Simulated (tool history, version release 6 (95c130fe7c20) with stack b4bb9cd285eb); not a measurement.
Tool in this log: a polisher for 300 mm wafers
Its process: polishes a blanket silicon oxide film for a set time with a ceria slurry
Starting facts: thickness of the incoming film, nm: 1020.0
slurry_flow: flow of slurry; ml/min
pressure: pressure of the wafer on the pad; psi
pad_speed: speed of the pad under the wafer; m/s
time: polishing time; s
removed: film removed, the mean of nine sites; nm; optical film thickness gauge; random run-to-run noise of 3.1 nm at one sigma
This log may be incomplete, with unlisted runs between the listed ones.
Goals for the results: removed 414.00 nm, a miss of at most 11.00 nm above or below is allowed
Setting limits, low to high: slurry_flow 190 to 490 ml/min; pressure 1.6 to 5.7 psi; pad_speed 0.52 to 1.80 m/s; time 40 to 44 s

run  hour  slurry_flow  pressure  pad_speed  time  removed
  1   0.0          315       3.6       1.16    44   256.00
  2   1.0          315       4.1       1.16    44   282.98
  3   7.6          315       4.5       1.16    44   306.87
  4  13.8          315       4.5       1.16    40   279.03
  5  20.5          315       5.1       1.16    40   308.61
  6  22.5          315       5.7       1.16    40   338.15
  7  24.9          315       5.7       1.22    40   354.02
  8  30.0          315       5.7       1.28    40   371.89
  9  35.3          315       5.7       1.32    40   380.13
 10  37.5          315       5.7       1.36    40   388.38

Pick the move, out of 5, that brings all results within their allowed miss; only one does.
  A  39.7          190       5.6       1.48    44        ?
  B  39.7          335       5.7       1.46    42        ?
  C  39.7          315       5.4       1.46    41        ?
  D  39.7          395       5.7       1.34    44        ?
  E  39.7          205       5.6       1.20    44        ?

move  removed
   A   449.49
   B   455.94
   C   422.78
   D   444.66
   E   370.05
A: carries the result that was furthest off beyond its target, to the other side
B: carries the result that was furthest off beyond its target, to the other side
C: all results land within tolerance of their targets
D: carries the result that was furthest off beyond its target, to the other side
E: misses by more than the last run did
Answer: C
